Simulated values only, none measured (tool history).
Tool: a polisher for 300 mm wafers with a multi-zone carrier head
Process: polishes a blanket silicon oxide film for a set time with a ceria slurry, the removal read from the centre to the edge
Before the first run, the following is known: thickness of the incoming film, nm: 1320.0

run,hour,flow of slurry (ml/min),pressure of the head's centre zone,pressure of the head's middle zone,pressure of the head's edge zone,polishing time (s),film removed at the wafer's centre (nm),film removed at mid-radius (nm),film removed at the wafer's edge (nm)
1,0,250,1,1,1,56,274.8,266.51,269.96
2,2.3,250,0.95,1,1,56,264.36,269.65,273.7
3,10.5,250,1.01,1,1,56,278.72,275.95,267.68
4,11.6,250,1.01,1,0.96,56,279.79,274.45,264.7
5,18.5,250,1.07,1,0.96,56,289.87,271.52,258.73
6,20.3,250,1.04,1,0.96,56,284.66,272.1,265.47

Run 7, settings as shown, results not yet in. Your forecast:
7,28.8,250,1.04,1,0.96,52,?,?,?

film removed at the wafer's centre (nm): 267.26
film removed at mid-radius (nm): 248.64
film removed at the wafer's edge (nm): 248.56
